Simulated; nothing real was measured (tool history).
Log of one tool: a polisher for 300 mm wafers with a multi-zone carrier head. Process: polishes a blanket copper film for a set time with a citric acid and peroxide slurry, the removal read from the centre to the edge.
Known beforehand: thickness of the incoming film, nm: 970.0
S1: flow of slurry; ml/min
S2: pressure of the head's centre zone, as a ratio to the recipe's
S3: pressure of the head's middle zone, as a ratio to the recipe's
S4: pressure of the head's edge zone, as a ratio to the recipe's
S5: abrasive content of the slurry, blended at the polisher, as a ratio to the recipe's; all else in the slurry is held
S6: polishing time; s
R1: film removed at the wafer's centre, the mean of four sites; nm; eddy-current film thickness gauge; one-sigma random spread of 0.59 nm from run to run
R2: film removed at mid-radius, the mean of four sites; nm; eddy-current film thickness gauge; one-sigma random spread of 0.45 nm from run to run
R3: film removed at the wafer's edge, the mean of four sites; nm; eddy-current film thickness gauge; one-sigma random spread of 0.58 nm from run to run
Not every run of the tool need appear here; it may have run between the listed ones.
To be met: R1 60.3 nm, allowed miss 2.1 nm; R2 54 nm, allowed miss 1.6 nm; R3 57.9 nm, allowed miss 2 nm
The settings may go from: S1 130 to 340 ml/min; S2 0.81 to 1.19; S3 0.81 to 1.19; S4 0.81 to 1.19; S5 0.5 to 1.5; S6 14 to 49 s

run,day,S1,S2,S3,S4,S5,S6,R1,R2,R3
1,0,220,1,1,1,1,31,50.322,51.717,52.512
2,0.046,220,0.94,1,1,1,31,46.84,50.663,51.73
3,0.225,235,0.99,0.99,1.02,1.05,31,50.834,51.799,53.902
4,0.35,235,0.99,0.99,1.02,0.9,31,49.572,50.276,51.35
5,0.571,245,1.03,0.99,1.05,0.95,31,51.831,50.309,53.892
6,0.654,245,1.03,0.99,1.05,0.8,31,50.187,48.106,51.656
7,0.921,255,1.07,1.01,1.07,0.85,31,53.874,50.773,52.943
8,1.233,265,1.09,1.01,1.09,0.9,31,54.339,51.072,54.654
9,1.383,270,1.12,1.02,1.1,0.95,31,57.251,52.162,55.066
10,1.667,275,1.13,1.02,1.11,0.95,31,56.766,52.083,55.98
11,1.912,280,1.14,1.02,1.12,0.95,31,58.751,53.317,56.407
12,2.092,285,1.14,1.02,1.13,0.95,31,58.739,52.05,56.577

Which one of the following 5 next-run settings gets every result inside its allowed miss? There is exactly one.
A,2.271,305,1.11,0.91,1.19,1.05,31,?,?,?
B,2.271,285,1.16,1,1.19,0.75,31,?,?,?
C,2.271,240,1.16,1.05,1.17,0.85,31,?,?,?
D,2.271,270,1.16,1.04,1.15,1.05,31,?,?,?
E,2.271,275,1.13,1.12,1.15,0.6,33,?,?,?

move,R1,R2,R3
A,58.381,49.699,59.038
B,56.561,49.288,54.737
C,57.105,51.651,55.023
D,60.396,54.184,57.47
E,55.918,54.401,54.524
A: further off than the last run
B: further off than the last run
C: further off than the last run
D: every result lands within tolerance
E: corrects the largest miss of the last run, while another result sits out of spec
Answer: D

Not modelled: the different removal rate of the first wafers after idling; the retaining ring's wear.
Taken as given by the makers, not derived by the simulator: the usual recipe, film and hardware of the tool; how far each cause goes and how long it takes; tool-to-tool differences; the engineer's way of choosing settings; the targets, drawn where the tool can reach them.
